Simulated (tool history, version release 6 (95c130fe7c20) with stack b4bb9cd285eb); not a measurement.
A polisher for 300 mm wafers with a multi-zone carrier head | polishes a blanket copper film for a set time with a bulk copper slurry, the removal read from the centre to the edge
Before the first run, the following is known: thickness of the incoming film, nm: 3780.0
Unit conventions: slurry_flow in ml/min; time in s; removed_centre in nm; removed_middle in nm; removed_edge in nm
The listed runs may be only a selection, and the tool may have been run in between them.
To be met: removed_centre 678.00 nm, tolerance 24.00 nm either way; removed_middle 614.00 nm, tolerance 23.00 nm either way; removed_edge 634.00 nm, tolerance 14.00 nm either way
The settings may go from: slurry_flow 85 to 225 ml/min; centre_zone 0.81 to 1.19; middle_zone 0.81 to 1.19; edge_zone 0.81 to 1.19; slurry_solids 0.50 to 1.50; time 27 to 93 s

run 1 day=0.000 | slurry_flow=145 centre_zone=1.00 middle_zone=1.00 edge_zone=1.00 slurry_solids=1.00 time=59 | removed_centre=421.98 removed_middle=420.02 removed_edge=430.66
run 2 day=0.188 | slurry_flow=160 centre_zone=1.04 middle_zone=1.02 edge_zone=1.05 slurry_solids=1.15 time=62 | removed_centre=482.41 removed_middle=463.17 removed_edge=471.31
run 3 day=0.238 | slurry_flow=160 centre_zone=1.04 middle_zone=1.02 edge_zone=1.05 slurry_solids=1.15 time=75 | removed_centre=572.48 removed_middle=561.81 removed_edge=574.12
run 4 day=0.400 | slurry_flow=170 centre_zone=1.06 middle_zone=1.02 edge_zone=1.08 slurry_solids=1.20 time=75 | removed_centre=594.87 removed_middle=566.34 removed_edge=586.56
run 5 day=0.688 | slurry_flow=180 centre_zone=1.08 middle_zone=1.03 edge_zone=1.10 slurry_solids=1.25 time=75 | removed_centre=622.45 removed_middle=587.16 removed_edge=599.43
run 6 day=0.967 | slurry_flow=180 centre_zone=1.08 middle_zone=1.03 edge_zone=1.10 slurry_solids=1.10 time=75 | removed_centre=600.11 removed_middle=565.97 removed_edge=586.13
run 7 day=1.150 | slurry_flow=180 centre_zone=1.08 middle_zone=1.03 edge_zone=1.10 slurry_solids=1.10 time=75 | removed_centre=609.86 removed_middle=571.35 removed_edge=578.74
run 8 day=1.225 | slurry_flow=185 centre_zone=1.09 middle_zone=1.03 edge_zone=1.12 slurry_solids=1.15 time=75 | removed_centre=617.24 removed_middle=570.66 removed_edge=596.50
run 9 day=1.346 | slurry_flow=190 centre_zone=1.10 middle_zone=1.04 edge_zone=1.13 slurry_solids=1.20 time=75 | removed_centre=633.14 removed_middle=596.46 removed_edge=598.32
run 10 day=1.454 | slurry_flow=195 centre_zone=1.11 middle_zone=1.03 edge_zone=1.14 slurry_solids=1.25 time=75 | removed_centre=651.53 removed_middle=587.51 removed_edge=602.62
run 11 day=1.754 | slurry_flow=200 centre_zone=1.11 middle_zone=1.03 edge_zone=1.15 slurry_solids=1.30 time=75 | removed_centre=653.03 removed_middle=597.23 removed_edge=614.10

4 candidate next runs follow, results not yet known. Just one meets every target within its allowed miss. Identify it.
run A day=2.054 | slurry_flow=220 centre_zone=1.13 middle_zone=1.03 edge_zone=1.16 slurry_solids=1.15 time=78 | removed_centre=? removed_middle=? removed_edge=?
run B day=2.054 | slurry_flow=180 centre_zone=1.18 middle_zone=1.18 edge_zone=1.11 slurry_solids=1.15 time=81 | removed_centre=? removed_middle=? removed_edge=?
run C day=2.054 | slurry_flow=190 centre_zone=1.07 middle_zone=1.12 edge_zone=1.01 slurry_solids=1.25 time=82 | removed_centre=? removed_middle=? removed_edge=?
run D day=2.054 | slurry_flow=215 centre_zone=1.17 middle_zone=0.93 edge_zone=1.10 slurry_solids=1.40 time=73 | removed_centre=? removed_middle=? removed_edge=?

move=A removed_centre=689.58 removed_middle=626.59 removed_edge=632.34
move=B removed_centre=718.49 removed_middle=695.44 removed_edge=632.74
move=C removed_centre=685.34 removed_middle=693.23 removed_edge=636.39
move=D removed_centre=682.59 removed_middle=561.93 removed_edge=600.18
A: every result lands within tolerance
B: meets the target for the result that was furthest off, but another lies outside its allowed miss
C: meets the target for the result that was furthest off, but another lies outside its allowed miss
D: lands further from the targets than the last run did
A is the move that brings every result within its allowed miss.
